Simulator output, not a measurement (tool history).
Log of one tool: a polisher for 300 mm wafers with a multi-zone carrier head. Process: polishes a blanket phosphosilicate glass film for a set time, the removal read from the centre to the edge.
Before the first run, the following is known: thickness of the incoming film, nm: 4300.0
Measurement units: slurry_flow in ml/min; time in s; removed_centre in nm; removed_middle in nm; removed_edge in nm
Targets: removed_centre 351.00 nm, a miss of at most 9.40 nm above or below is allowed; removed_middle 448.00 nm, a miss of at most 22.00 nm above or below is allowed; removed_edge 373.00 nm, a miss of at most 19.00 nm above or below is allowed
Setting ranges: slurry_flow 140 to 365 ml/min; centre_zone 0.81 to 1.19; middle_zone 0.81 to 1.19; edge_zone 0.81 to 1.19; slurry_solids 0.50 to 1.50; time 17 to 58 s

Run 1, hour 0.0: slurry_flow 235 ml/min, centre_zone 1.00, middle_zone 1.00, edge_zone 1.00, slurry_solids 1.00, time 37 s. Result: removed_centre 348.95 nm, removed_middle 354.84 nm, removed_edge 356.37 nm.
Run 2, hour 8.3: slurry_flow 235 ml/min, centre_zone 1.06, middle_zone 1.00, edge_zone 1.00, slurry_solids 1.00, time 37 s. Result: removed_centre 371.84 nm, removed_middle 355.61 nm, removed_edge 350.16 nm.
Run 3, hour 14.8: slurry_flow 235 ml/min, centre_zone 1.03, middle_zone 1.06, edge_zone 0.99, slurry_solids 1.05, time 37 s. Result: removed_centre 366.50 nm, removed_middle 377.83 nm, removed_edge 352.82 nm.
Run 4, hour 22.6: slurry_flow 210 ml/min, centre_zone 1.03, middle_zone 1.06, edge_zone 0.99, slurry_solids 1.05, time 37 s. Result: removed_centre 360.69 nm, removed_middle 368.22 nm, removed_edge 355.60 nm.
Run 5, hour 24.2: slurry_flow 210 ml/min, centre_zone 1.03, middle_zone 1.06, edge_zone 0.99, slurry_solids 1.05, time 30 s. Result: removed_centre 291.83 nm, removed_middle 299.04 nm, removed_edge 291.55 nm.
Run 6, hour 28.7: slurry_flow 240 ml/min, centre_zone 1.00, middle_zone 1.10, edge_zone 1.00, slurry_solids 1.20, time 30 s. Result: removed_centre 300.96 nm, removed_middle 332.34 nm, removed_edge 305.90 nm.
Run 7, hour 37.0: slurry_flow 240 ml/min, centre_zone 1.00, middle_zone 1.10, edge_zone 1.00, slurry_solids 1.20, time 30 s. Result: removed_centre 297.91 nm, removed_middle 331.62 nm, removed_edge 296.73 nm.
Run 8, hour 40.3: slurry_flow 235 ml/min, centre_zone 0.98, middle_zone 1.13, edge_zone 1.02, slurry_solids 1.30, time 32 s. Result: removed_centre 320.00 nm, removed_middle 361.41 nm, removed_edge 337.55 nm.
Run 9, hour 48.1: slurry_flow 260 ml/min, centre_zone 0.96, middle_zone 1.15, edge_zone 1.01, slurry_solids 1.35, time 33 s. Result: removed_centre 331.00 nm, removed_middle 391.42 nm, removed_edge 344.78 nm.
Run 10, hour 53.2: slurry_flow 275 ml/min, centre_zone 0.95, middle_zone 1.16, edge_zone 1.01, slurry_solids 1.40, time 33 s. Result: removed_centre 332.32 nm, removed_middle 393.00 nm, removed_edge 362.19 nm.
Run 11, hour 53.7: slurry_flow 265 ml/min, centre_zone 0.94, middle_zone 1.17, edge_zone 0.97, slurry_solids 1.45, time 34 s. Result: removed_centre 340.28 nm, removed_middle 416.24 nm, removed_edge 373.76 nm.

Of the 4 settings listed for the next run, only one would bring every result within its allowed miss of target. Which one?
Run A, hour 54.2: slurry_flow 275 ml/min, centre_zone 0.84, middle_zone 1.19, edge_zone 0.90, slurry_solids 1.50, time 36 s. Result: removed_centre ?, removed_middle ?, removed_edge ?.
Run B, hour 54.2: slurry_flow 260 ml/min, centre_zone 0.96, middle_zone 1.00, edge_zone 1.01, slurry_solids 1.40, time 35 s. Result: removed_centre ?, removed_middle ?, removed_edge ?.
Run C, hour 54.2: slurry_flow 280 ml/min, centre_zone 0.98, middle_zone 1.12, edge_zone 0.94, slurry_solids 1.40, time 34 s. Result: removed_centre ?, removed_middle ?, removed_edge ?.
Run D, hour 54.2: slurry_flow 190 ml/min, centre_zone 0.93, middle_zone 1.19, edge_zone 0.91, slurry_solids 1.35, time 38 s. Result: removed_centre ?, removed_middle ?, removed_edge ?.

move  removed_centre  removed_middle  removed_edge
   A          329.62          453.09        385.42
   B          356.39          375.13        386.74
   C          356.92          400.44        364.73
   D          354.34          441.79        382.46
A: gets the furthest-off result to its target, but another result is out of tolerance
B: lands further from the targets than the last run did
C: lands further from the targets than the last run did
D: all results land within tolerance of their targets
Move D is the one to make.
